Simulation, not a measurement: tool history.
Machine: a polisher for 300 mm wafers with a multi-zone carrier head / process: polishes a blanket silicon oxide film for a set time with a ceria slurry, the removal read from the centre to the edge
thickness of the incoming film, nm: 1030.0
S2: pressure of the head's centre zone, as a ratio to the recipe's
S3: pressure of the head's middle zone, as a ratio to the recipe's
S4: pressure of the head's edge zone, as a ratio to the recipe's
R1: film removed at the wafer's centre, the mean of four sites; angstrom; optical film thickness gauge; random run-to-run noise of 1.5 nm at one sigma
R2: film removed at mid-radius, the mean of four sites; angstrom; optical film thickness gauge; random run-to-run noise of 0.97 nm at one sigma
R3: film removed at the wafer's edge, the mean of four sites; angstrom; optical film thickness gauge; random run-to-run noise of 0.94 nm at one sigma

run 1 hour=0 | flow_of_slurry_(ml/min)=125 S2=1 S3=1 S4=1 polishing_time_(s)=37 | R1=1753.4 R2=1872.3 R3=1796.9
run 2 hour=4.1 | flow_of_slurry_(ml/min)=125 S2=1.03 S3=1 S4=1 polishing_time_(s)=37 | R1=1849.5 R2=1891.5 R3=1799.8
run 3 hour=6.3 | flow_of_slurry_(ml/min)=120 S2=1.01 S3=0.99 S4=0.98 polishing_time_(s)=36 | R1=1750.2 R2=1788.3 R3=1740.1
run 4 hour=7 | flow_of_slurry_(ml/min)=120 S2=1 S3=0.99 S4=0.97 polishing_time_(s)=35 | R1=1687.7 R2=1717 R3=1659.6
run 5 hour=13.2 | flow_of_slurry_(ml/min)=120 S2=1 S3=0.99 S4=0.97 polishing_time_(s)=43 | R1=2036.9 R2=2124.9 R3=2081.1
run 6 hour=20.4 | flow_of_slurry_(ml/min)=120 S2=0.94 S3=0.99 S4=0.97 polishing_time_(s)=43 | R1=2018.7 R2=2154.6 R3=2045.3
run 7 hour=27.1 | flow_of_slurry_(ml/min)=115 S2=0.93 S3=0.99 S4=0.98 polishing_time_(s)=41 | R1=1828.9 R2=1999.5 R3=1981.1
run 8 hour=34.1 | flow_of_slurry_(ml/min)=115 S2=0.92 S3=0.99 S4=0.97 polishing_time_(s)=40 | R1=1764.5 R2=1945.5 R3=1900
run 9 hour=35.7 | flow_of_slurry_(ml/min)=115 S2=0.91 S3=0.99 S4=0.96 polishing_time_(s)=39 | R1=1733.6 R2=1907.5 R3=1852
run 10 hour=43.5 | flow_of_slurry_(ml/min)=110 S2=0.9 S3=0.99 S4=0.95 polishing_time_(s)=38 | R1=1627.3 R2=1843.8 R3=1781.6
run 11 hour=45.1 | flow_of_slurry_(ml/min)=110 S2=0.89 S3=0.98 S4=0.94 polishing_time_(s)=37 | R1=1595.4 R2=1775.1 R3=1692.2
run 12 hour=46.9 | flow_of_slurry_(ml/min)=105 S2=0.88 S3=0.97 S4=0.94 polishing_time_(s)=36 | R1=1527.6 R2=1689.8 R3=1674
run 13 hour=48.4 | flow_of_slurry_(ml/min)=105 S2=0.87 S3=0.97 S4=0.93 polishing_time_(s)=35 | R1=1480.8 R2=1625 R3=1606
run 14 hour=52.4 | flow_of_slurry_(ml/min)=100 S2=0.86 S3=0.97 S4=0.92 polishing_time_(s)=35 | R1=1427 R2=1625.2 R3=1585
run 15 hour=59.1 | flow_of_slurry_(ml/min)=100 S2=0.86 S3=0.97 S4=0.92 polishing_time_(s)=35 | R1=1447.2 R2=1618.2 R3=1582.5
run 16 hour=63.5 | flow_of_slurry_(ml/min)=95 S2=0.85 S3=0.97 S4=0.91 polishing_time_(s)=35 | R1=1389.2 R2=1581.3 R3=1557.7
run 17 hour=72.5 | flow_of_slurry_(ml/min)=95 S2=0.85 S3=0.97 S4=0.9 polishing_time_(s)=35 | R1=1357.5 R2=1595.6 R3=1553.7

For run 18, what comes out?
run 18 hour=80.2 | flow_of_slurry_(ml/min)=95 S2=0.86 S3=0.96 S4=0.89 polishing_time_(s)=35 | R1=? R2=? R3=?

Run 18 yielded R1 1387.6 angstrom, R2 1567 angstrom, R3 1556.3 angstrom.
